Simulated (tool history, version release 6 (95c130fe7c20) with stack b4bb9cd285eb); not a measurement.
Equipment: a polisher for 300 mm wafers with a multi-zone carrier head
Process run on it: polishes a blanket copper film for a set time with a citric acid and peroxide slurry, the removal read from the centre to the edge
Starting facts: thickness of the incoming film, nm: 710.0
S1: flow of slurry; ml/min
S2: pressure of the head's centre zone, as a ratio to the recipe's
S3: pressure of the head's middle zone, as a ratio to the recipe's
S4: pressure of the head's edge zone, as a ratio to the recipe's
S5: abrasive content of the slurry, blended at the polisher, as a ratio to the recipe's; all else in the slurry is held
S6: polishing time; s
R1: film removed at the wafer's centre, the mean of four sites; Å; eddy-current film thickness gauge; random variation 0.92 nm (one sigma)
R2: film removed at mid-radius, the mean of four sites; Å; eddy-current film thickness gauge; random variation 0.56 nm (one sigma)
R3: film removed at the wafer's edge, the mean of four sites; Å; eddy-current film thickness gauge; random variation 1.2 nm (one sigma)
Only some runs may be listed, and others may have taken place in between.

| run | hour | S1 | S2 | S3 | S4 | S5 | S6 | R1 | R2 | R3 |
|---|---|---|---|---|---|---|---|---|---|---|
| 1 | 0.0 | 260 | 1.00 | 1.00 | 1.00 | 1.00 | 61 | 1259.10 | 1292.50 | 1269.90 |
| 2 | 1.3 | 250 | 0.96 | 0.96 | 0.99 | 0.85 | 56 | 1038.20 | 1080.80 | 1121.00 |
| 3 | 8.1 | 250 | 0.96 | 0.88 | 0.99 | 0.85 | 56 | 1053.50 | 992.40 | 1125.50 |
| 4 | 10.9 | 245 | 0.93 | 0.87 | 0.96 | 0.75 | 54 | 943.49 | 924.08 | 1011.30 |
| 5 | 18.1 | 235 | 0.91 | 0.85 | 0.96 | 0.70 | 53 | 894.89 | 884.46 | 961.03 |
| 6 | 26.5 | 235 | 0.89 | 0.84 | 0.98 | 0.65 | 51 | 839.57 | 818.65 | 962.13 |

Estimate the outcome of run 7 from the log above:
| 7 | 27.2 | 230 | 0.87 | 0.83 | 0.96 | 0.60 | 51 | ? | ? | ? |

{"run 7": {"R1": 780.75, "R2": 789.93, "R3": 913.89}}
